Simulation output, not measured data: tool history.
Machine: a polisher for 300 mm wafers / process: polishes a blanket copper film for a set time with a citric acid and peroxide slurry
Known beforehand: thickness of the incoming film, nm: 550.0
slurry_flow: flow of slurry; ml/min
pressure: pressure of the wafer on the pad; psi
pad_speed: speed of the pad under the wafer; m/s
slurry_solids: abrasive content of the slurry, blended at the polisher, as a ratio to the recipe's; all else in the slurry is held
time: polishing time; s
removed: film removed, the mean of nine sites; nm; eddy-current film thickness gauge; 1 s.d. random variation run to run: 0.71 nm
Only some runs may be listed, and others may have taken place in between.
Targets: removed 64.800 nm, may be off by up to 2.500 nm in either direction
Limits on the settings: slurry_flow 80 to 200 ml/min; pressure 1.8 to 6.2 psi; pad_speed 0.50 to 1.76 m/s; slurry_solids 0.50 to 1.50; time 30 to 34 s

{"run": 1, "hour": 0.0, "slurry_flow": 130, "pressure": 4.0, "pad_speed": 1.12, "slurry_solids": 1.0, "time": 34, "removed": 125.78}
{"run": 2, "hour": 3.9, "slurry_flow": 125, "pressure": 3.5, "pad_speed": 1.1, "slurry_solids": 1.0, "time": 34, "removed": 107.95}
{"run": 3, "hour": 8.0, "slurry_flow": 125, "pressure": 3.5, "pad_speed": 1.32, "slurry_solids": 1.0, "time": 34, "removed": 126.41}
{"run": 4, "hour": 9.2, "slurry_flow": 125, "pressure": 3.1, "pad_speed": 1.32, "slurry_solids": 1.0, "time": 34, "removed": 113.6}
{"run": 5, "hour": 11.0, "slurry_flow": 125, "pressure": 3.1, "pad_speed": 1.14, "slurry_solids": 1.0, "time": 34, "removed": 100.07}
{"run": 6, "hour": 12.7, "slurry_flow": 120, "pressure": 2.8, "pad_speed": 1.12, "slurry_solids": 1.0, "time": 34, "removed": 89.914}
{"run": 7, "hour": 20.0, "slurry_flow": 115, "pressure": 2.6, "pad_speed": 1.1, "slurry_solids": 1.0, "time": 34, "removed": 82.245}
{"run": 8, "hour": 21.3, "slurry_flow": 100, "pressure": 1.8, "pad_speed": 1.08, "slurry_solids": 1.0, "time": 34, "removed": 56.745}
{"run": 9, "hour": 25.0, "slurry_flow": 105, "pressure": 1.8, "pad_speed": 1.08, "slurry_solids": 1.0, "time": 34, "removed": 57.782}
{"run": 10, "hour": 28.9, "slurry_flow": 105, "pressure": 1.8, "pad_speed": 1.08, "slurry_solids": 1.0, "time": 34, "removed": 58.099}
{"run": 11, "hour": 30.8, "slurry_flow": 105, "pressure": 1.8, "pad_speed": 1.08, "slurry_solids": 1.0, "time": 34, "removed": 57.409}
{"run": 12, "hour": 31.8, "slurry_flow": 105, "pressure": 1.8, "pad_speed": 1.08, "slurry_solids": 1.0, "time": 34, "removed": 57.799}
{"hour": 33.7, "done": "worn pad replaced by a new one"}
{"run": 13, "hour": 33.7, "slurry_flow": 110, "pressure": 1.8, "pad_speed": 1.08, "slurry_solids": 1.0, "time": 34, "removed": 61.591}
{"run": 14, "hour": 37.0, "slurry_flow": 115, "pressure": 1.8, "pad_speed": 1.08, "slurry_solids": 1.0, "time": 34, "removed": 62.401}
{"run": 15, "hour": 40.0, "slurry_flow": 120, "pressure": 1.8, "pad_speed": 1.08, "slurry_solids": 1.0, "time": 34, "removed": 60.868}
{"run": 16, "hour": 41.9, "slurry_flow": 125, "pressure": 1.8, "pad_speed": 1.08, "slurry_solids": 1.0, "time": 34, "removed": 62.053}

4 next moves are on the table. One of them brings every result within its allowed miss. Which?
{"run": "A", "hour": 43.8, "slurry_flow": 125, "pressure": 2.4, "pad_speed": 0.76, "slurry_solids": 0.95, "time": 34, "removed": "?"}
{"run": "B", "hour": 43.8, "slurry_flow": 110, "pressure": 2.5, "pad_speed": 0.68, "slurry_solids": 1.1, "time": 34, "removed": "?"}
{"run": "C", "hour": 43.8, "slurry_flow": 170, "pressure": 1.8, "pad_speed": 0.98, "slurry_solids": 1.15, "time": 30, "removed": "?"}
{"run": "D", "hour": 43.8, "slurry_flow": 145, "pressure": 1.9, "pad_speed": 0.96, "slurry_solids": 1.3, "time": 34, "removed": "?"}

move=A removed=60.695
move=B removed=58.914
move=C removed=55.296
move=D removed=65.104
A: misses by more than the last run did
B: misses by more than the last run did
C: misses by more than the last run did
D: each result inside its tolerance
Move D is the one to make.
